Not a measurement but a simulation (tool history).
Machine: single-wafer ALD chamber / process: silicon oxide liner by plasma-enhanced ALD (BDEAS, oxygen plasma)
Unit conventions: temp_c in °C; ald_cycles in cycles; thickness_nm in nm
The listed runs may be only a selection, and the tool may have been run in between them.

run  hour  temp_c  ald_cycles  thickness_nm
  1     0     325          40        3.8662
  2   7.8     327          36        3.4872
  3  13.9     328          33        3.1767
  4  14.9     333          33        3.1719
  5  18.8     333          32         3.064
  6    23     328          32        3.0819
  7  29.1     328          31         3.008

Run 8 has not been measured yet. What should we expect?
  8  29.7     328          30             ?

{"run 8": {"thickness_nm": 2.9117}}
